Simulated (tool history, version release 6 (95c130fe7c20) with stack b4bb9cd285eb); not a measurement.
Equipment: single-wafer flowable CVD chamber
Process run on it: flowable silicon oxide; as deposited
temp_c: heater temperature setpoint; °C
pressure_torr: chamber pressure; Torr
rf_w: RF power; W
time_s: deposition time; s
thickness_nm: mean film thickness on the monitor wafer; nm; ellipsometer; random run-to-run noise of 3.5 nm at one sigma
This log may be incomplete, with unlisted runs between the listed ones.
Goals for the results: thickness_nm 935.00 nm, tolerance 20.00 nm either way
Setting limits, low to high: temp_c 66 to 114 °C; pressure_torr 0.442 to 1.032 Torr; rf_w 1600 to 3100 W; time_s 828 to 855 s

run  hour  temp_c  pressure_torr  rf_w  time_s  thickness_nm
  1   0.0      90          0.737  2350     828        618.01
  2   5.3      87          0.738  2350     828        676.23
  3  12.8      87          0.822  2350     828        751.11
  4  17.1      94          0.822  2350     828        600.32
  5  23.6      94          0.822  2105     828        585.22
  6  24.9      90          0.823  2105     828        676.19
  7  30.1      87          0.824  2105     828        743.66
  8  31.9      85          0.824  2105     828        788.18
  9  34.7      78          0.825  2105     828        963.00

Which one of the following 4 next-run settings gets every result inside its allowed miss? There is exactly one.
  A  37.5      77          0.773  2085     834             ?
  B  37.5      79          0.848  2065     845             ?
  C  37.5      81          0.928  2225     829             ?
  D  37.5      74          0.729  2605     855             ?

move  thickness_nm
   A        936.18
   B        984.58
   C       1006.20
   D       1001.40
A: in spec on every target
B: the biggest miss grows against the last run
C: the biggest miss grows against the last run
D: the biggest miss grows against the last run
Answer: A
